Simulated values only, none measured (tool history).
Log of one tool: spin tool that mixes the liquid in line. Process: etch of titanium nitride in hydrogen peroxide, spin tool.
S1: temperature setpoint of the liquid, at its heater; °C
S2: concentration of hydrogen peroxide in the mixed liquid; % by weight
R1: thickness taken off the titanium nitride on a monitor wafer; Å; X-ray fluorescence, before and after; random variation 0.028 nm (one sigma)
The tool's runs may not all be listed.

Run 1, hour 0: S1 47 °C, S2 15.5 % by weight, time under the liquid (s) 325. Result: R1 113.48 Å.
Run 2, hour 4.9: S1 46 °C, S2 15.5 % by weight, time under the liquid (s) 325. Result: R1 104.81 Å.
Run 3, hour 10.6: S1 46 °C, S2 13 % by weight, time under the liquid (s) 325. Result: R1 100.91 Å.
Run 4, hour 15.2: S1 45.5 °C, S2 13 % by weight, time under the liquid (s) 325. Result: R1 97.277 Å.
Run 5, hour 18.6: S1 45 °C, S2 13 % by weight, time under the liquid (s) 325. Result: R1 93.383 Å.
Run 6, hour 21.7: S1 40.5 °C, S2 13 % by weight, time under the liquid (s) 325. Result: R1 66.652 Å.
Run 7, hour 26.7: S1 41 °C, S2 13 % by weight, time under the liquid (s) 325. Result: R1 69.315 Å.
Run 8, hour 33.5: S1 41 °C, S2 13 % by weight, time under the liquid (s) 325. Result: R1 69.441 Å.

Run 9 comes next. What will it give?
Run 9, hour 37.3: S1 41.5 °C, S2 13 % by weight, time under the liquid (s) 325. Result: R1 ?.

{"run 9": {"R1": 71.772}}
